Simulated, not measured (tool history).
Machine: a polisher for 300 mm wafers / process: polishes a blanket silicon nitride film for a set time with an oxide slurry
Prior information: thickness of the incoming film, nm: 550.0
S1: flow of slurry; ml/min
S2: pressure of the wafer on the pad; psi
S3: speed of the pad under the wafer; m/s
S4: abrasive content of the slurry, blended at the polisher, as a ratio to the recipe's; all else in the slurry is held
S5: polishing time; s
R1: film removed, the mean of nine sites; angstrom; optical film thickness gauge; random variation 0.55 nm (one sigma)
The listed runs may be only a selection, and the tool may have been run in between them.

Run 1, hour 0.0: S1 215 ml/min, S2 2.7 psi, S3 1.02 m/s, S4 1.0, S5 54 s. Result: R1 199.87 angstrom.
Run 2, hour 7.9: S1 215 ml/min, S2 3.0 psi, S3 1.08 m/s, S4 1.0, S5 54 s. Result: R1 230.11 angstrom.
Run 3, hour 14.9: S1 260 ml/min, S2 3.0 psi, S3 1.08 m/s, S4 1.0, S5 54 s. Result: R1 234.90 angstrom.
Run 4, hour 21.7: S1 260 ml/min, S2 3.2 psi, S3 1.14 m/s, S4 1.0, S5 54 s. Result: R1 258.31 angstrom.
At hour 28.9: slurry blender recalibrated.
Run 5, hour 28.9: S1 260 ml/min, S2 3.4 psi, S3 1.20 m/s, S4 1.0, S5 54 s. Result: R1 336.23 angstrom.
Run 6, hour 35.9: S1 260 ml/min, S2 2.9 psi, S3 1.20 m/s, S4 1.0, S5 54 s. Result: R1 285.54 angstrom.
Run 7, hour 42.7: S1 260 ml/min, S2 3.6 psi, S3 1.26 m/s, S4 1.0, S5 54 s. Result: R1 374.38 angstrom.

Run 8 is up next; what results do you expect?
Run 8, hour 49.3: S1 260 ml/min, S2 3.7 psi, S3 1.26 m/s, S4 1.0, S5 54 s. Result: R1 ?.

Run 8 yielded R1 376.33 angstrom.
